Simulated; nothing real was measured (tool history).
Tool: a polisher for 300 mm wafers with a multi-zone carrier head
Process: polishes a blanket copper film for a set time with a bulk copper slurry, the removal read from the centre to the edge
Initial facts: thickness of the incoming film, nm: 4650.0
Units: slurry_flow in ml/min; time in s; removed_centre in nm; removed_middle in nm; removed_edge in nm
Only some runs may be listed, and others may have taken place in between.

run	hour	slurry_flow	centre_zone	middle_zone	edge_zone	slurry_solids	time	removed_centre	removed_middle	removed_edge
1	0.0	185	1.00	1.00	1.00	1.00	31	207.16	202.37	197.68
2	0.8	175	0.98	0.99	0.95	0.90	31	194.13	196.05	187.50
3	5.9	205	0.98	0.99	0.95	0.90	31	198.94	198.78	196.21
4	13.2	205	0.92	0.99	0.95	0.90	31	185.19	202.40	197.82
5	17.3	185	0.93	0.98	0.91	0.85	31	184.53	193.08	184.03
6	24.4	170	0.93	0.97	0.89	0.85	31	183.04	189.12	186.92

For run 7, what comes out?
7	26.2	160	0.94	0.98	0.88	0.75	31	?	?	?

removed_centre: 173.99 nm
removed_middle: 184.63 nm
removed_edge: 171.02 nm

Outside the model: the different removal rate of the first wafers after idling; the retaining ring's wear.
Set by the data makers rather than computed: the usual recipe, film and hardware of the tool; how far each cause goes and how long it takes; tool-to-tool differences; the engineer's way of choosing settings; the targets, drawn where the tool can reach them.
